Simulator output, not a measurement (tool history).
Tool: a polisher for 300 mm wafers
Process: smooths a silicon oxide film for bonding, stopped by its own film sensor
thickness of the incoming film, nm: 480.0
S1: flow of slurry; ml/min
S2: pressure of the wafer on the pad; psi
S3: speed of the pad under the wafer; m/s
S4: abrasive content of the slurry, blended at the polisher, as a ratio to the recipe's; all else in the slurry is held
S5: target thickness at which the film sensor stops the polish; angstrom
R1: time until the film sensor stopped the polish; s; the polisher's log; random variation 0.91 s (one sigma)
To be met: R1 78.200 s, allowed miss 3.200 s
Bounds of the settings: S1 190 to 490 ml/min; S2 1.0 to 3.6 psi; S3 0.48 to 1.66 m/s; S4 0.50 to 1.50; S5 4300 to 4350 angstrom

run	day	S1	S2	S3	S4	S5	R1
1	0.000	315	2.3	1.06	1.00	4300	47.451
2	0.046	315	2.0	1.06	1.00	4300	53.215
3	0.371	315	2.5	1.06	1.00	4300	43.459
4	0.488	315	2.5	1.06	1.00	4350	39.261
5	0.733	315	2.5	1.06	1.00	4350	38.737
6	1.104	315	2.5	1.06	1.00	4300	42.906
7	1.467	315	2.2	1.04	1.00	4300	49.109
8	1.679	315	1.9	1.02	1.00	4300	58.590
9	1.929	315	1.8	1.02	1.00	4300	62.042
10	2.258	315	1.7	1.02	1.00	4300	65.047
11	2.438	315	1.6	1.02	1.00	4300	71.033
12	2.492	315	1.5	1.02	1.00	4300	74.219

4 next moves are on the table. One of them brings every result within its allowed miss. Which?
A	2.546	315	1.3	1.10	0.95	4310	?
B	2.546	315	1.7	1.00	1.00	4300	?
C	2.546	330	1.7	0.92	1.00	4320	?
D	2.546	280	1.8	0.80	1.05	4340	?

move	R1
A	78.714
B	66.011
C	67.452
D	68.471
A: meets every target
B: further off than the last run
C: further off than the last run
D: further off than the last run
The right move is A.
